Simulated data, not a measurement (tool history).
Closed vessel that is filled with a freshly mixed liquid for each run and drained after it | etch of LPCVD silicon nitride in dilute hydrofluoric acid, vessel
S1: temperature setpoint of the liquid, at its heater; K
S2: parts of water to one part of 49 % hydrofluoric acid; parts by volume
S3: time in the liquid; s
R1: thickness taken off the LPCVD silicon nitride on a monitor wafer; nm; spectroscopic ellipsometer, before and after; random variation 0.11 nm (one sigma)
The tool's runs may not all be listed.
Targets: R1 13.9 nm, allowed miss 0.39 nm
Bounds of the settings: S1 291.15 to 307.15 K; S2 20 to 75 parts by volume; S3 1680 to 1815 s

run	hour	S1	S2	S3	R1
1	0	299.15	45	1680	24.639
2	8.7	299.15	35	1680	31.086
3	15.6	297.15	40	1680	23.803
4	21.2	299.15	40	1680	27.243
5	24.8	302.65	40	1680	34.672
6	30.8	302.65	35	1680	39.655
7	34.6	299.65	40	1680	28.713
8	36.6	295.65	50	1680	17.64
9	38.9	294.65	50	1680	16.158
10	42.4	294.15	50	1680	15.807
11	46.6	293.65	50	1680	15.366
12	54.5	293.15	50	1680	14.539

Which of these 4 next moves meets every target?
A	62.4	292.15	45	1715	?
B	62.4	293.65	55	1775	?
C	62.4	293.65	55	1815	?
D	62.4	294.15	60	1755	?

move	R1
A	15.74
B	14.879
C	15.214
D	13.988
A: further off than the last run
B: further off than the last run
C: further off than the last run
D: meets every target
The right move is D.
